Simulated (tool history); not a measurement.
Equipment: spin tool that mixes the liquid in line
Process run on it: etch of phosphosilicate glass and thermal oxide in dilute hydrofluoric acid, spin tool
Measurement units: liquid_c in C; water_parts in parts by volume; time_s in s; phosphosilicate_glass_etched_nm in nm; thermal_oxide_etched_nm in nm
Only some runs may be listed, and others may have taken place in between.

| run | day | liquid_c | water_parts | time_s | phosphosilicate_glass_etched_nm | thermal_oxide_etched_nm |
|---|---|---|---|---|---|---|
| 1 | 0 | 22 | 270 | 35 | 15.468 | 0.49295 |
| 2 | 0.25 | 21.5 | 280 | 35 | 14.811 | 0.43529 |
| 3 | 0.333 | 21.5 | 210 | 35 | 20.74 | 0.54912 |
| 4 | 0.654 | 21.5 | 150 | 35 | 31.098 | 0.89729 |
| 5 | 0.712 | 21 | 170 | 35 | 26.24 | 0.82001 |
| 6 | 0.846 | 20.5 | 190 | 35 | 22.958 | 0.65656 |
| 7 | 0.95 | 20 | 205 | 35 | 20.172 | 0.60855 |
| 8 | 1.321 | 19.5 | 220 | 35 | 18.402 | 0.56756 |
| 9 | 1.696 | 19 | 235 | 35 | 16.502 | 0.46787 |
| 10 | 2.029 | 19 | 245 | 35 | 15.944 | 0.4381 |
| 11 | 2.333 | 19 | 255 | 35 | 14.941 | 0.45001 |
| 12 | 2.625 | 19 | 265 | 35 | 14.486 | 0.44055 |
| 13 | 2.933 | 19 | 275 | 35 | 13.512 | 0.47747 |
| 14 | 3.117 | 19 | 280 | 35 | 13.245 | 0.35115 |
| 15 | 3.212 | 19 | 285 | 35 | 13.101 | 0.39709 |
| 16 | 3.292 | 19 | 290 | 35 | 12.749 | 0.33694 |
| 17 | 3.571 | 19 | 295 | 35 | 12.614 | 0.35983 |
| 18 | 3.821 | 19 | 300 | 35 | 12.359 | 0.35858 |
| 19 | 3.875 | 19 | 305 | 35 | 12.153 | 0.36581 |
| 20 | 4.183 | 19 | 310 | 35 | 11.905 | 0.38193 |
| 21 | 4.404 | 19 | 315 | 35 | 11.342 | 0.33916 |

Predict the results of run 22:
| 22 | 4.446 | 19 | 320 | 35 | ? | ? |

Run 22 measured phosphosilicate_glass_etched_nm 11.287 nm, thermal_oxide_etched_nm 0.3495 nm.
